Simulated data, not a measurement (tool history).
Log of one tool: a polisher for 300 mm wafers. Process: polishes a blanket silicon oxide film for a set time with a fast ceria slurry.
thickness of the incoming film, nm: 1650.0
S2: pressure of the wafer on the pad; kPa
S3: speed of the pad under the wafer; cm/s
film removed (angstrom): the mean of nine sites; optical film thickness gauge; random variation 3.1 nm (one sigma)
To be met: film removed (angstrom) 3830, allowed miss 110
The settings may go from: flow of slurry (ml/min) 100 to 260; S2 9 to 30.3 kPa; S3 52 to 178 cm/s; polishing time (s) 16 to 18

run 1 hour=0 | flow_of_slurry_(ml/min)=165 S2=19.3 S3=114 polishing_time_(s)=18 | film_removed_(angstrom)=2711.4
run 2 hour=2 | flow_of_slurry_(ml/min)=170 S2=20.7 S3=114 polishing_time_(s)=18 | film_removed_(angstrom)=2946.8
run 3 hour=2.8 | flow_of_slurry_(ml/min)=180 S2=21.4 S3=114 polishing_time_(s)=18 | film_removed_(angstrom)=3013.1
run 4 hour=7.6 | flow_of_slurry_(ml/min)=180 S2=22.1 S3=114 polishing_time_(s)=18 | film_removed_(angstrom)=3134.1
run 5 hour=9.2 | flow_of_slurry_(ml/min)=180 S2=22.8 S3=114 polishing_time_(s)=18 | film_removed_(angstrom)=3248.9
run 6 hour=17.2 | flow_of_slurry_(ml/min)=180 S2=22.8 S3=124 polishing_time_(s)=18 | film_removed_(angstrom)=3452.8
run 7 hour=23.7 | flow_of_slurry_(ml/min)=180 S2=23.4 S3=124 polishing_time_(s)=18 | film_removed_(angstrom)=3536.7
run 8 hour=27.5 | flow_of_slurry_(ml/min)=185 S2=23.4 S3=124 polishing_time_(s)=18 | film_removed_(angstrom)=3551.6
run 9 hour=31.9 | flow_of_slurry_(ml/min)=185 S2=24.1 S3=124 polishing_time_(s)=18 | film_removed_(angstrom)=3652.9

Which of these 5 next moves meets every target?
run A hour=36.3 | flow_of_slurry_(ml/min)=175 S2=23.4 S3=126 polishing_time_(s)=18 | film_removed_(angstrom)=?
run B hour=36.3 | flow_of_slurry_(ml/min)=185 S2=22.1 S3=128 polishing_time_(s)=18 | film_removed_(angstrom)=?
run C hour=36.3 | flow_of_slurry_(ml/min)=190 S2=26.2 S3=112 polishing_time_(s)=18 | film_removed_(angstrom)=?
run D hour=36.3 | flow_of_slurry_(ml/min)=150 S2=26.2 S3=128 polishing_time_(s)=16 | film_removed_(angstrom)=?
run E hour=36.3 | flow_of_slurry_(ml/min)=155 S2=21.4 S3=152 polishing_time_(s)=18 | film_removed_(angstrom)=?

move=A film_removed_(angstrom)=3609.9
move=B film_removed_(angstrom)=3500.9
move=C film_removed_(angstrom)=3640.9
move=D film_removed_(angstrom)=3494.7
move=E film_removed_(angstrom)=3852
A: further off than the last run
B: further off than the last run
C: further off than the last run
D: further off than the last run
E: meets every target
Move E is the one to make.
